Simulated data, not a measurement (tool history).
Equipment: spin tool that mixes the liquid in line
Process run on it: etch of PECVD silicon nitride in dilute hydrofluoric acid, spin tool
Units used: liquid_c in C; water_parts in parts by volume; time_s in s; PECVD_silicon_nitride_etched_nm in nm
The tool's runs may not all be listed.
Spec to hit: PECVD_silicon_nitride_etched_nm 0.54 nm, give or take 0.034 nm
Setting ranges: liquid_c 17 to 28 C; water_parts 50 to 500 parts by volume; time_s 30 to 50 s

| run | hour | liquid_c | water_parts | time_s | PECVD_silicon_nitride_etched_nm |
|---|---|---|---|---|---|
| 1 | 0 | 20 | 275 | 50 | 0.31096 |
| 2 | 4.7 | 21.5 | 270 | 50 | 0.34436 |
| 3 | 8.6 | 23.5 | 270 | 50 | 0.38256 |
| 4 | 13.7 | 24 | 260 | 50 | 0.417 |
| 5 | 20.7 | 24.5 | 255 | 50 | 0.43294 |
| 6 | 21.7 | 24.5 | 160 | 50 | 0.68426 |
| 7 | 25.5 | 24 | 160 | 50 | 0.64233 |
| 8 | 27.6 | 23.5 | 160 | 50 | 0.6459 |
| 9 | 31 | 23 | 160 | 50 | 0.63126 |
| 10 | 36.9 | 22.5 | 160 | 50 | 0.60302 |
| 11 | 44.7 | 22 | 160 | 50 | 0.57464 |

Below are 4 possible settings for the next run. Only one of them brings all results inside the allowed miss of their targets. Which is it?
| A | 52.5 | 24 | 200 | 50 | ? |
| B | 52.5 | 21.5 | 150 | 50 | ? |
| C | 52.5 | 21.5 | 130 | 50 | ? |
| D | 52.5 | 22.5 | 155 | 50 | ? |

| move | PECVD_silicon_nitride_etched_nm |
|---|---|
| A | 0.54366 |
| B | 0.61401 |
| C | 0.70644 |
| D | 0.63487 |
A: meets every target
B: moves away from the targets compared with the last run
C: moves away from the targets compared with the last run
D: moves away from the targets compared with the last run
Go with A: it meets all targets.
